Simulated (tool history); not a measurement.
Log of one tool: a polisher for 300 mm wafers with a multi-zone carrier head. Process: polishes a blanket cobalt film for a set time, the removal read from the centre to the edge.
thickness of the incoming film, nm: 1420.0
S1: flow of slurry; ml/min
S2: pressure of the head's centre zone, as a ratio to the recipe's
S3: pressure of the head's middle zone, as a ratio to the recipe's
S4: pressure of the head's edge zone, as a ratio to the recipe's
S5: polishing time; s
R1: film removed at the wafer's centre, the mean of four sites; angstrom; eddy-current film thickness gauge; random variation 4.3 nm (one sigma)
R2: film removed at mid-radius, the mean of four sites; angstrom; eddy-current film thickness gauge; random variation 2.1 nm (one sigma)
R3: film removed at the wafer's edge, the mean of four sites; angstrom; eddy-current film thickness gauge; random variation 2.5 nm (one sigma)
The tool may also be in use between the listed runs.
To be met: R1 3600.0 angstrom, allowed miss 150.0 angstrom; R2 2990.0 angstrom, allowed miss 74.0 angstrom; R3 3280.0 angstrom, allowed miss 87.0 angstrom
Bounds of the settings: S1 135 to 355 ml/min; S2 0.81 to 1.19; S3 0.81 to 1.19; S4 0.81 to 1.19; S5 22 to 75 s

run,day,S1,S2,S3,S4,S5,R1,R2,R3
1,0.000,225,1.00,1.00,1.00,48,4000.2,3914.0,4003.3
2,0.267,220,1.00,0.98,0.98,47,3764.8,3752.6,3837.5
3,0.579,220,1.00,0.98,0.98,53,4316.6,4222.3,4361.5
4,0.675,215,1.02,0.96,0.96,52,4292.9,4107.0,4167.7
5,0.992,215,1.02,0.96,1.04,52,4194.5,4117.6,4351.1
6,1.058,215,1.04,0.94,1.03,50,4217.1,3860.1,4152.5
7,1.279,210,1.04,0.92,1.01,49,4049.4,3680.3,4061.4
8,1.558,205,1.04,0.91,0.99,48,4004.6,3583.8,3918.9

Which of these 4 next moves meets every target?
A,1.838,200,0.99,1.03,0.97,53,?,?,?
B,1.838,180,0.90,1.04,1.00,57,?,?,?
C,1.838,210,1.10,0.89,0.96,41,?,?,?
D,1.838,190,0.82,0.92,1.12,56,?,?,?

move,R1,R2,R3
A,4065.6,4337.6,4210.8
B,3965.9,4619.9,4533.6
C,3457.2,2990.3,3266.1
D,3654.3,4134.4,4752.9
A: further off than the last run
B: further off than the last run
C: meets every target
D: further off than the last run
Move C is the one to make.
